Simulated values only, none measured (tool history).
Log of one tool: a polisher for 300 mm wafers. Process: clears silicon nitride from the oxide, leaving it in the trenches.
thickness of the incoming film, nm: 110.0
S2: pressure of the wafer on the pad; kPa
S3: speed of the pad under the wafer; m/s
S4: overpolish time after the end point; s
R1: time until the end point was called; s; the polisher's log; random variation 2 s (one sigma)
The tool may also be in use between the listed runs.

run 1 hour=0.0 | flow_of_slurry_(ml/min)=315 S2=21.4 S3=1.14 S4=36 | R1=122.58
run 2 hour=6.4 | flow_of_slurry_(ml/min)=290 S2=21.4 S3=1.14 S4=36 | R1=122.41
run 3 hour=10.4 | flow_of_slurry_(ml/min)=290 S2=16.5 S3=1.14 S4=36 | R1=155.60
run 4 hour=11.0 | flow_of_slurry_(ml/min)=290 S2=14.5 S3=1.12 S4=36 | R1=183.91
run 5 hour=16.4 | flow_of_slurry_(ml/min)=290 S2=14.5 S3=1.12 S4=36 | R1=182.78
run 6 hour=17.4 | flow_of_slurry_(ml/min)=290 S2=19.3 S3=1.12 S4=36 | R1=138.60
run 7 hour=23.0 | flow_of_slurry_(ml/min)=290 S2=15.9 S3=1.12 S4=36 | R1=167.18
run 8 hour=28.1 | flow_of_slurry_(ml/min)=290 S2=13.8 S3=1.12 S4=36 | R1=190.18
run 9 hour=33.7 | flow_of_slurry_(ml/min)=290 S2=12.4 S3=1.12 S4=36 | R1=212.17

Expected results for the next run?
run 10 hour=41.6 | flow_of_slurry_(ml/min)=290 S2=11.7 S3=1.12 S4=36 | R1=?

R1: 224.98 s
